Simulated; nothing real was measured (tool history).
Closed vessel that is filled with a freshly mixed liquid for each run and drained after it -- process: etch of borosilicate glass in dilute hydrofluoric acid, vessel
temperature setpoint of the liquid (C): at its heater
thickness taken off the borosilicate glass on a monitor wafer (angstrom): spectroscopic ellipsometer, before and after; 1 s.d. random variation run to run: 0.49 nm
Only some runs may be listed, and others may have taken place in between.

run	hour	temperature setpoint of the liquid (C)	parts of water to one part of 49 % hydrofluoric acid (parts by volume)	time in the liquid (s)	thickness taken off the borosilicate glass on a monitor wafer (angstrom)
1	0.0	23.0	40	30	275.27
2	3.5	23.0	50	30	216.19
3	4.7	24.0	45	30	250.46
4	11.2	25.0	40	30	298.42
5	16.4	23.0	40	30	275.26
6	19.5	23.0	50	30	219.36
7	22.0	24.0	45	30	252.76
8	23.2	25.0	40	30	296.40
9	23.7	25.0	40	30	300.18
10	28.2	26.0	40	30	303.76
11	32.1	26.5	35	30	368.84

What does the tool deliver on the next run?
12	33.9	27.0	35	30	?

Run 12 produced thickness taken off the borosilicate glass on a monitor wafer (angstrom) 378.23.
